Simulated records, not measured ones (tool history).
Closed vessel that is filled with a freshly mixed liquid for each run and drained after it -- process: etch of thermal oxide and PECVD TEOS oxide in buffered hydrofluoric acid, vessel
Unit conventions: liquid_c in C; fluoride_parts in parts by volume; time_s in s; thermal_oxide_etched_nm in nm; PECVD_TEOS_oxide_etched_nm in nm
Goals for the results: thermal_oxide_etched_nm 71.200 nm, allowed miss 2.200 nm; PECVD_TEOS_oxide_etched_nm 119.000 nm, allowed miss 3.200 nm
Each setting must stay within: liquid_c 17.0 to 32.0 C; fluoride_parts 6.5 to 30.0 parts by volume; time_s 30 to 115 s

run	hour	liquid_c	fluoride_parts	time_s	thermal_oxide_etched_nm	PECVD_TEOS_oxide_etched_nm
1	0.0	24.0	19.5	60	36.590	60.228
2	2.8	24.0	17.0	60	41.213	68.821
3	9.9	24.0	17.0	40	27.557	46.068
4	14.4	25.0	16.0	40	30.435	51.607
5	20.9	23.5	16.0	40	28.503	47.236
6	28.5	20.0	16.0	40	23.185	38.945
7	31.8	24.0	9.5	45	53.695	89.634
8	36.5	24.5	9.5	45	55.166	92.361
9	44.6	25.0	9.5	45	56.293	94.633
10	45.6	25.5	9.5	45	57.533	97.759
11	50.7	25.5	9.5	45	58.137	97.430
12	58.9	26.0	9.5	45	59.310	99.774
13	64.1	30.0	9.5	45	73.958	123.620

Next run, 4 choices. One meets every target within its allowed miss, the rest don't. Which?
A	69.3	25.5	10.5	60	?	?
B	69.3	32.0	24.0	85	?	?
C	69.3	31.5	10.5	40	?	?
D	69.3	28.5	11.0	50	?	?

move	thermal_oxide_etched_nm	PECVD_TEOS_oxide_etched_nm
A	72.280	119.350
B	67.917	112.140
C	66.212	109.330
D	67.584	111.590
A: meets every target
B: takes the result that was furthest off past its target
C: takes the result that was furthest off past its target
D: takes the result that was furthest off past its target
Move A is the one to make.
